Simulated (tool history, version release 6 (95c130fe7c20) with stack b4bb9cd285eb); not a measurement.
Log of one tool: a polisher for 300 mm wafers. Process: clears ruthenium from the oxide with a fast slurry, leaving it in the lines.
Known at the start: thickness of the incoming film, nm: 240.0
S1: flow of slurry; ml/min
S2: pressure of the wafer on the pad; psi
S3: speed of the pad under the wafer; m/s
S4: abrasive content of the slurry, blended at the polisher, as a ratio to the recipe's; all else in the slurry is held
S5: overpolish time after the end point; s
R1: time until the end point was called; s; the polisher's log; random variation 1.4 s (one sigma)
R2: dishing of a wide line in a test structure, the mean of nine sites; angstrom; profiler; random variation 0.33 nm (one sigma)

Run 1, hour 0: S1 220 ml/min, S2 2.2 psi, S3 0.76 m/s, S4 1, S5 12 s. Result: R1 84.096 s, R2 239.11 angstrom.
Run 2, hour 6.3: S1 220 ml/min, S2 2.1 psi, S3 0.76 m/s, S4 1, S5 13 s. Result: R1 85.515 s, R2 250.61 angstrom.
Run 3, hour 8.6: S1 220 ml/min, S2 2.7 psi, S3 0.76 m/s, S4 1, S5 13 s. Result: R1 70.29 s, R2 292.29 angstrom.
Run 4, hour 10.2: S1 220 ml/min, S2 2.7 psi, S3 0.76 m/s, S4 1.1, S5 13 s. Result: R1 70.526 s, R2 296.05 angstrom.
Run 5, hour 13.3: S1 220 ml/min, S2 2.7 psi, S3 0.88 m/s, S4 1.1, S5 13 s. Result: R1 59.919 s, R2 333.34 angstrom.
Run 6, hour 22.4: S1 220 ml/min, S2 2.5 psi, S3 0.88 m/s, S4 1.1, S5 14 s. Result: R1 65.109 s, R2 329.25 angstrom.
Run 7, hour 30.1: S1 220 ml/min, S2 2.3 psi, S3 0.88 m/s, S4 1.1, S5 15 s. Result: R1 67.416 s, R2 344.03 angstrom.

Run 8 comes next. What will it give?
Run 8, hour 35.2: S1 210 ml/min, S2 1.7 psi, S3 0.86 m/s, S4 1.1, S5 17 s. Result: R1 ?, R2 ?.

Run 8 gave R1 85.195 s, R2 318.4 angstrom.

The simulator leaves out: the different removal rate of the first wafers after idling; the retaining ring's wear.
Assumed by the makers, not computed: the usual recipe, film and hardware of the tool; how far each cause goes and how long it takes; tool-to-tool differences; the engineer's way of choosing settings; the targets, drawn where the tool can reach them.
